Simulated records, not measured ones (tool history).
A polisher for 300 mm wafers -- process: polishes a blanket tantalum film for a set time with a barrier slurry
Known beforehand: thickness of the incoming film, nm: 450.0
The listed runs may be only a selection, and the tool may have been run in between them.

run,hour,flow of slurry (ml/min),pressure of the wafer on the pad (kPa),speed of the pad under the wafer (m/s),abrasive content of the slurry,polishing time (s),film removed (Å)
1,0.0,300,10.3,0.76,1.0,67,698.33
2,7.5,355,10.3,0.76,1.0,67,698.13
3,15.4,355,11.7,0.76,1.0,67,790.41
4,19.1,355,11.7,0.70,1.0,67,743.48
5,26.3,355,9.7,0.70,1.0,67,612.97
6,28.2,355,11.0,0.72,1.0,67,721.35
7,34.6,355,11.7,0.74,1.0,67,795.65
8,40.5,355,14.5,0.76,1.0,67,978.91
9,48.2,355,14.5,0.78,1.0,67,995.43

Forecast run 10:
10,54.7,355,14.5,0.80,1.0,67,?

{"run 10": {"film removed (Å)": 1019.0}}
